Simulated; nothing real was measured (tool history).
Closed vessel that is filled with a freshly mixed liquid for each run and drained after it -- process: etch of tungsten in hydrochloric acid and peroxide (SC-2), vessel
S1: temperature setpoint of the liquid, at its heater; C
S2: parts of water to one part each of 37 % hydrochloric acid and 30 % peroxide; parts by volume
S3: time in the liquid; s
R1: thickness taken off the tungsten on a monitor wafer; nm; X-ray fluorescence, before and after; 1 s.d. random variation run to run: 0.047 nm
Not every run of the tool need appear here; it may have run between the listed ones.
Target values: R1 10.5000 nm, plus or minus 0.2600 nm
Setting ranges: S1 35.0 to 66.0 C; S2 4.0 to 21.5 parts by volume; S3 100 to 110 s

| run | hour | S1 | S2 | S3 | R1 |
|---|---|---|---|---|---|
| 1 | 0.0 | 50.0 | 12.0 | 100 | 15.5050 |
| 2 | 0.8 | 48.0 | 12.0 | 100 | 13.6770 |
| 3 | 3.8 | 47.0 | 12.0 | 100 | 12.7670 |
| 4 | 4.9 | 47.0 | 9.5 | 100 | 15.5080 |
| 5 | 6.2 | 40.0 | 9.5 | 100 | 9.4696 |
| 6 | 9.5 | 40.0 | 12.5 | 100 | 7.5397 |
| 7 | 16.2 | 41.5 | 12.5 | 100 | 8.4003 |
| 8 | 21.6 | 42.5 | 12.5 | 100 | 8.9704 |
| 9 | 29.7 | 43.0 | 12.5 | 100 | 9.3011 |
| 10 | 38.5 | 43.5 | 12.5 | 100 | 9.6898 |
| 11 | 39.2 | 44.0 | 12.5 | 100 | 10.0280 |

Below are 5 possible settings for the next run. Only one of them brings all results inside the allowed miss of their targets. Which is it?
| A | 39.9 | 47.0 | 16.5 | 100 | ? |
| B | 39.9 | 44.0 | 13.5 | 105 | ? |
| C | 39.9 | 45.5 | 16.5 | 110 | ? |
| D | 39.9 | 46.5 | 14.5 | 100 | ? |
| E | 39.9 | 40.5 | 10.0 | 100 | ? |

| move | R1 |
|---|---|
| A | 9.5907 |
| B | 9.7844 |
| C | 9.5232 |
| D | 10.3940 |
| E | 9.4211 |
A: its largest miss is bigger than the last run's
B: its largest miss is bigger than the last run's
C: its largest miss is bigger than the last run's
D: in spec on every target
E: its largest miss is bigger than the last run's
Correct choice: D, which meets every target
